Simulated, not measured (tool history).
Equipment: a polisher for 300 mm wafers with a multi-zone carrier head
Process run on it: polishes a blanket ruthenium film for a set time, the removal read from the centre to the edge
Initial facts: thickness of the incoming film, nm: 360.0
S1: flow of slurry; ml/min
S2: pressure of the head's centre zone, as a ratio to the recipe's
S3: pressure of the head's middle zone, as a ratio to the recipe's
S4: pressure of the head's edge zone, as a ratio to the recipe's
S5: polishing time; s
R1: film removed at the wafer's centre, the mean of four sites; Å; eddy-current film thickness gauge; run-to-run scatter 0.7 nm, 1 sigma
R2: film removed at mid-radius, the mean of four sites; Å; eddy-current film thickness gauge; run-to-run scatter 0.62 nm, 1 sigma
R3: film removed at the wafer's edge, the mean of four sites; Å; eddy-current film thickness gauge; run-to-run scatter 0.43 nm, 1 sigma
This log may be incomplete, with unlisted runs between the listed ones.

Run 1, day 0: S1 150 ml/min, S2 1, S3 1, S4 1, S5 83 s. Result: R1 802.04 Å, R2 795.09 Å, R3 803.72 Å.
Run 2, day 0.088: S1 145 ml/min, S2 1.01, S3 1, S4 0.97, S5 80 s. Result: R1 780.06 Å, R2 781.38 Å, R3 763.41 Å.
Run 3, day 0.354: S1 140 ml/min, S2 1.02, S3 0.98, S4 0.95, S5 77 s. Result: R1 737.79 Å, R2 732.86 Å, R3 725.81 Å.
Run 4, day 0.475: S1 140 ml/min, S2 1.04, S3 0.97, S4 0.93, S5 75 s. Result: R1 740.03 Å, R2 716.65 Å, R3 691.42 Å.
Run 5, day 0.775: S1 135 ml/min, S2 1.04, S3 0.95, S4 0.91, S5 74 s. Result: R1 723.12 Å, R2 686.31 Å, R3 663.3 Å.
Run 6, day 0.958: S1 130 ml/min, S2 1.04, S3 0.94, S4 0.9, S5 74 s. Result: R1 704.82 Å, R2 674.63 Å, R3 666.35 Å.
Run 7, day 1.054: S1 125 ml/min, S2 1.05, S3 0.94, S4 0.88, S5 73 s. Result: R1 710.37 Å, R2 656.69 Å, R3 650.15 Å.

Predict the results of run 8:
Run 8, day 1.417: S1 125 ml/min, S2 1.05, S3 0.94, S4 0.87, S5 72 s. Result: R1 ?, R2 ?, R3 ?.

{"run 8": {"R1": 694.9, "R2": 652.94, "R3": 638.61}}
